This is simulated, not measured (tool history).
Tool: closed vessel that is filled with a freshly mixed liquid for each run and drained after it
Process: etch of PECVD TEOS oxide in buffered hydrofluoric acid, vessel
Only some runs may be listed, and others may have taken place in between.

run	hour	temperature setpoint of the liquid (K)	parts of 40 % ammonium fluoride to one part of 49 % hydrofluoric acid (parts by volume)	time in the liquid (s)	thickness taken off the PECVD TEOS oxide on a monitor wafer (angstrom)
1	0	296.15	13	90	807.48
2	4.6	294.65	13	90	729.55
3	8.9	296.65	12.5	90	852.02
4	16.7	298.65	12.5	90	938.64
5	22	299.65	11.5	90	1086.5
6	28.7	299.65	11.5	90	1088.1

Run 7 has not been measured yet. What should we expect?
7	31	300.65	11	90	?

thickness taken off the PECVD TEOS oxide on a monitor wafer (angstrom): 1204.2

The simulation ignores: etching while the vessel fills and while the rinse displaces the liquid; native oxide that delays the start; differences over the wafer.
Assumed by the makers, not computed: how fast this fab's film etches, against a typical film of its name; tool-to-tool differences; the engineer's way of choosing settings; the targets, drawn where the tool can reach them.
